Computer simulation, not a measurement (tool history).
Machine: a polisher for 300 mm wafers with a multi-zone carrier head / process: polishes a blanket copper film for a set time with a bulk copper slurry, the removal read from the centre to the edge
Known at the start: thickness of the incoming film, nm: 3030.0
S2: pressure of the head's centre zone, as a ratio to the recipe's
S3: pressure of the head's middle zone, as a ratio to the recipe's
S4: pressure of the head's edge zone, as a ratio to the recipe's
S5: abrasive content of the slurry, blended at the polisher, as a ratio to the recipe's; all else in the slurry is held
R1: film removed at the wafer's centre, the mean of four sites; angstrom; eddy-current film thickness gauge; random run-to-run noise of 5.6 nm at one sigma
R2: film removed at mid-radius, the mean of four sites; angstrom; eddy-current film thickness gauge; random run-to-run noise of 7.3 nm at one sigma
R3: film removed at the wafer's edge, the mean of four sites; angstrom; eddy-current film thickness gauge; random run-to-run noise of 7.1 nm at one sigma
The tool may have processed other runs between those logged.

run 1 hour=0.0 | flow_of_slurry_(ml/min)=130 S2=1.00 S3=1.00 S4=1.00 S5=1.00 polishing_time_(s)=44 | R1=4271.7 R2=4512.7 R3=4136.4
run 2 hour=3.3 | flow_of_slurry_(ml/min)=130 S2=1.00 S3=1.00 S4=1.02 S5=1.05 polishing_time_(s)=45 | R1=4319.7 R2=4567.2 R3=4401.6
run 3 hour=11.7 | flow_of_slurry_(ml/min)=130 S2=0.92 S3=1.00 S4=1.02 S5=1.05 polishing_time_(s)=45 | R1=4071.6 R2=4671.1 R3=4460.8
run 4 hour=20.7 | flow_of_slurry_(ml/min)=150 S2=0.92 S3=1.00 S4=1.02 S5=1.05 polishing_time_(s)=45 | R1=4133.5 R2=4816.7 R3=4509.3
run 5 hour=28.4 | flow_of_slurry_(ml/min)=150 S2=0.92 S3=1.00 S4=1.02 S5=1.20 polishing_time_(s)=45 | R1=4265.8 R2=4869.5 R3=4584.6
run 6 hour=34.4 | flow_of_slurry_(ml/min)=150 S2=0.89 S3=1.00 S4=1.02 S5=1.20 polishing_time_(s)=45 | R1=4096.1 R2=4772.1 R3=4633.7
run 7 hour=40.1 | flow_of_slurry_(ml/min)=150 S2=0.90 S3=1.00 S4=1.03 S5=1.25 polishing_time_(s)=46 | R1=4348.8 R2=4929.9 R3=4674.0
run 8 hour=40.9 | flow_of_slurry_(ml/min)=150 S2=0.90 S3=0.99 S4=1.04 S5=1.25 polishing_time_(s)=47 | R1=4359.1 R2=5084.9 R3=4934.0
run 9 hour=42.0 | flow_of_slurry_(ml/min)=150 S2=0.92 S3=0.98 S4=1.05 S5=1.30 polishing_time_(s)=48 | R1=4715.4 R2=5192.9 R3=4984.0
run 10 hour=46.0 | flow_of_slurry_(ml/min)=150 S2=0.92 S3=0.97 S4=1.06 S5=1.30 polishing_time_(s)=49 | R1=4746.6 R2=5241.3 R3=5081.1
run 11 hour=46.6 | flow_of_slurry_(ml/min)=150 S2=0.92 S3=0.96 S4=1.07 S5=1.30 polishing_time_(s)=50 | R1=4737.6 R2=5304.2 R3=5267.8
run 12 hour=47.9 | flow_of_slurry_(ml/min)=150 S2=0.93 S3=0.95 S4=1.08 S5=1.30 polishing_time_(s)=51 | R1=4988.1 R2=5330.6 R3=5400.1
run 13 hour=54.3 | flow_of_slurry_(ml/min)=150 S2=0.93 S3=0.95 S4=1.09 S5=1.30 polishing_time_(s)=52 | R1=5024.7 R2=5494.3 R3=5459.0
run 14 hour=56.6 | flow_of_slurry_(ml/min)=150 S2=0.93 S3=0.94 S4=1.09 S5=1.30 polishing_time_(s)=53 | R1=5139.7 R2=5680.2 R3=5686.3
run 15 hour=65.1 | flow_of_slurry_(ml/min)=150 S2=0.94 S3=0.93 S4=1.10 S5=1.30 polishing_time_(s)=53 | R1=5276.3 R2=5494.3 R3=5690.6
run 16 hour=66.7 | flow_of_slurry_(ml/min)=155 S2=0.94 S3=0.93 S4=1.11 S5=1.30 polishing_time_(s)=53 | R1=5247.9 R2=5453.5 R3=5696.9
run 17 hour=71.0 | flow_of_slurry_(ml/min)=165 S2=0.96 S3=0.94 S4=1.13 S5=1.40 polishing_time_(s)=55 | R1=5704.8 R2=5805.2 R3=6091.7

Predict the results of run 18:
run 18 hour=77.3 | flow_of_slurry_(ml/min)=170 S2=0.98 S3=0.96 S4=1.13 S5=1.45 polishing_time_(s)=56 | R1=? R2=? R3=?

Run 18 yielded R1 6014.6 angstrom, R2 6082.5 angstrom, R3 6183.3 angstrom.
